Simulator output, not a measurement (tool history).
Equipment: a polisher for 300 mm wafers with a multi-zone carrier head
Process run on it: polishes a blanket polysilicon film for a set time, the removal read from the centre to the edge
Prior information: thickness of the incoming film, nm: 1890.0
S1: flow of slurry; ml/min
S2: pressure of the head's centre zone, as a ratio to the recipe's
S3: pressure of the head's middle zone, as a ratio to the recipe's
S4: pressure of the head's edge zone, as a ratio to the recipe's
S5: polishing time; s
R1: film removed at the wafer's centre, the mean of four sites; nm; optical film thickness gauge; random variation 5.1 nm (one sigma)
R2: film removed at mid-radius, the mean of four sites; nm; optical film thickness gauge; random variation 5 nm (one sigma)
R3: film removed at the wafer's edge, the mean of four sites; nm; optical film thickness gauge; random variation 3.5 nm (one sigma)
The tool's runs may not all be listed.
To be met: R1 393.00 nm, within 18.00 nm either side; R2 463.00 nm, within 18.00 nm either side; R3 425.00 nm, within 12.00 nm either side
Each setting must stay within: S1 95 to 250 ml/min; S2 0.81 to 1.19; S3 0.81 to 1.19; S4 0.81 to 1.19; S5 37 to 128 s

run,hour,S1,S2,S3,S4,S5,R1,R2,R3
1,0.0,160,1.00,1.00,1.00,82,676.67,692.37,686.30
2,5.3,145,1.00,1.00,1.00,82,667.39,690.20,678.18
3,6.5,145,1.00,1.00,0.94,82,670.43,678.61,659.45
4,14.0,145,1.00,1.04,0.94,82,678.71,702.49,659.63
5,17.7,140,0.96,1.04,0.92,74,571.92,627.28,592.01
6,26.0,170,0.96,1.04,0.92,74,588.77,650.50,600.05
7,33.6,170,0.95,1.04,0.90,67,544.32,588.85,535.34
8,38.8,170,0.92,1.03,0.89,63,495.32,542.06,502.84
9,47.2,170,0.90,1.03,0.87,60,462.47,521.69,471.98
10,56.2,165,0.88,1.02,0.86,59,450.90,502.01,463.55
11,63.7,125,0.81,1.04,0.81,55,364.43,444.94,406.14
12,64.9,125,0.81,1.04,0.81,55,364.54,450.37,399.72
13,67.6,130,0.82,1.03,0.82,55,373.16,460.09,407.67

Below are 5 possible settings for the next run. Only one of them brings all results inside the allowed miss of their targets. Which is it?
A,70.3,95,0.81,1.07,0.81,57,?,?,?
B,70.3,135,0.84,1.00,0.84,56,?,?,?
C,70.3,110,0.92,1.08,0.81,55,?,?,?
D,70.3,175,0.91,1.18,0.81,49,?,?,?
E,70.3,165,0.91,1.10,0.81,50,?,?,?

move,R1,R2,R3
A,354.94,457.09,398.85
B,393.43,459.28,420.90
C,397.33,460.42,394.27
D,388.18,483.05,373.58
E,391.71,460.14,379.00
A: its largest miss is bigger than the last run's
B: every result lands within tolerance
C: its largest miss is bigger than the last run's
D: its largest miss is bigger than the last run's
E: its largest miss is bigger than the last run's
Move B is the one to make.
